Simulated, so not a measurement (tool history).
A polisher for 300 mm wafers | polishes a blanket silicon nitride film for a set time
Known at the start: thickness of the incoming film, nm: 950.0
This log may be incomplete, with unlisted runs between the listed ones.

run,day,flow of slurry (ml/min),pressure of the wafer on the pad (kPa),speed of the pad under the wafer (m/s),polishing time (s),film removed (nm)
1,0,240,24.8,1,94,199.82
2,0.058,240,24.8,1,94,200.64
3,0.204,240,24.8,1,98,207.65
4,0.362,240,24.8,1,94,199.21
5,0.638,240,26.9,1,94,211.79
6,0.871,240,29,1,94,227.24

What will run 7 give?
7,1.129,240,30.3,1,94,?

Logged for run 7: film removed (nm) 236.62.

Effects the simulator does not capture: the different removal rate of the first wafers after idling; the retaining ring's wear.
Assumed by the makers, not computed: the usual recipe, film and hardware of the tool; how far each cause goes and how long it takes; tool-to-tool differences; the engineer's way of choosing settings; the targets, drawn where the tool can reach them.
